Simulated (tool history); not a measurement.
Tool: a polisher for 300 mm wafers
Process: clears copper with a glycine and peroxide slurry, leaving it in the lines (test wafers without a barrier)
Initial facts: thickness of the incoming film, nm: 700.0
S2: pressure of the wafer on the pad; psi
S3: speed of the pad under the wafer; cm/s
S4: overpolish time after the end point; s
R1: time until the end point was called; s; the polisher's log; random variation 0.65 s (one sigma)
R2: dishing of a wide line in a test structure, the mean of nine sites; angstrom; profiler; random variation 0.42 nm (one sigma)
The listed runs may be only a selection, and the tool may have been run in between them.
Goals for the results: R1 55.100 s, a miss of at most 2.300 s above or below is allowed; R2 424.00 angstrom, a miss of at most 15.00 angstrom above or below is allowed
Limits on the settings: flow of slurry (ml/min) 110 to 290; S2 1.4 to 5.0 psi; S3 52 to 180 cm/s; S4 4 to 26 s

Run 1, day 0.000: flow of slurry (ml/min) 185, S2 3.2 psi, S3 116 cm/s, S4 13 s. Result: R1 87.550 s, R2 408.97 angstrom.
Run 2, day 0.346: flow of slurry (ml/min) 190, S2 3.6 psi, S3 118 cm/s, S4 12 s. Result: R1 78.861 s, R2 420.13 angstrom.
Run 3, day 0.504: flow of slurry (ml/min) 190, S2 4.3 psi, S3 118 cm/s, S4 12 s. Result: R1 68.059 s, R2 451.11 angstrom.
Run 4, day 0.838: flow of slurry (ml/min) 170, S2 4.3 psi, S3 118 cm/s, S4 12 s. Result: R1 69.436 s, R2 440.89 angstrom.
Run 5, day 1.142: flow of slurry (ml/min) 170, S2 4.3 psi, S3 100 cm/s, S4 12 s. Result: R1 78.144 s, R2 417.50 angstrom.
Run 6, day 1.283: flow of slurry (ml/min) 180, S2 4.5 psi, S3 106 cm/s, S4 11 s. Result: R1 70.510 s, R2 417.97 angstrom.
Run 7, day 1.438: flow of slurry (ml/min) 190, S2 4.6 psi, S3 110 cm/s, S4 10 s. Result: R1 66.405 s, R2 414.10 angstrom.
Run 8, day 1.717: flow of slurry (ml/min) 200, S2 4.7 psi, S3 112 cm/s, S4 10 s. Result: R1 63.759 s, R2 421.07 angstrom.
Run 9, day 1.792: flow of slurry (ml/min) 205, S2 4.8 psi, S3 114 cm/s, S4 10 s. Result: R1 61.197 s, R2 424.10 angstrom.
Run 10, day 2.146: flow of slurry (ml/min) 210, S2 4.9 psi, S3 116 cm/s, S4 10 s. Result: R1 58.420 s, R2 437.67 angstrom.
Run 11, day 2.492: flow of slurry (ml/min) 215, S2 4.9 psi, S3 116 cm/s, S4 10 s. Result: R1 58.981 s, R2 444.94 angstrom.
Run 12, day 2.583: flow of slurry (ml/min) 215, S2 4.9 psi, S3 118 cm/s, S4 9 s. Result: R1 57.507 s, R2 419.50 angstrom.

Exactly one of the 5 candidate moves below puts every result within its allowed miss. Which one?
Run A, day 2.675: flow of slurry (ml/min) 180, S2 5.0 psi, S3 108 cm/s, S4 9 s. Result: R1 ?, R2 ?.
Run B, day 2.675: flow of slurry (ml/min) 245, S2 5.0 psi, S3 122 cm/s, S4 9 s. Result: R1 ?, R2 ?.
Run C, day 2.675: flow of slurry (ml/min) 225, S2 4.9 psi, S3 110 cm/s, S4 9 s. Result: R1 ?, R2 ?.
Run D, day 2.675: flow of slurry (ml/min) 200, S2 5.0 psi, S3 110 cm/s, S4 9 s. Result: R1 ?, R2 ?.
Run E, day 2.675: flow of slurry (ml/min) 205, S2 4.4 psi, S3 134 cm/s, S4 10 s. Result: R1 ?, R2 ?.

move      R1      R2
   A  61.292  412.51
   B  53.786  436.08
   C  59.659  417.75
   D  59.524  418.08
   E  57.656  441.77
A: lands further from the targets than the last run did
B: hits every target within its allowed miss
C: lands further from the targets than the last run did
D: lands further from the targets than the last run did
E: lands further from the targets than the last run did
B is the move that brings every result within its allowed miss.
